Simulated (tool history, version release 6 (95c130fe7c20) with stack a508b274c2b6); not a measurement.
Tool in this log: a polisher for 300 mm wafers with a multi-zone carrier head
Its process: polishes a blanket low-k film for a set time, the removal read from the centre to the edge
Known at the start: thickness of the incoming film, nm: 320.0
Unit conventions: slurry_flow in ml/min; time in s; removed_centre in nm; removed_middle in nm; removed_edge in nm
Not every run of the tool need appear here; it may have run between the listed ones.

| run | hour | slurry_flow | centre_zone | middle_zone | edge_zone | slurry_solids | time | removed_centre | removed_middle | removed_edge |
|---|---|---|---|---|---|---|---|---|---|---|
| 1 | 0 | 140 | 1 | 1 | 1 | 1 | 50 | 34.15 | 34.025 | 34.386 |
| 2 | 5.9 | 140 | 1 | 1 | 1 | 1.1 | 50 | 35.991 | 35.102 | 35.997 |
| 3 | 9.8 | 155 | 1.01 | 0.98 | 1.06 | 1.15 | 50 | 37.102 | 36.351 | 38.538 |
| 4 | 15.9 | 155 | 1.01 | 0.98 | 1.06 | 1.15 | 39 | 29.393 | 28.309 | 29.347 |
| 5 | 17.7 | 155 | 1.03 | 0.96 | 1.09 | 1.25 | 42 | 33.558 | 30.688 | 33.506 |
| 6 | 24.4 | 160 | 1.03 | 0.95 | 1.12 | 1.35 | 44 | 36.626 | 32.931 | 37.667 |

The next listed run, before its measurement:
| 7 | 25.7 | 170 | 1.04 | 0.95 | 1.14 | 1.4 | 45 | ? | ? | ? |

removed_centre: 38.555 nm
removed_middle: 34.438 nm
removed_edge: 38.603 nm
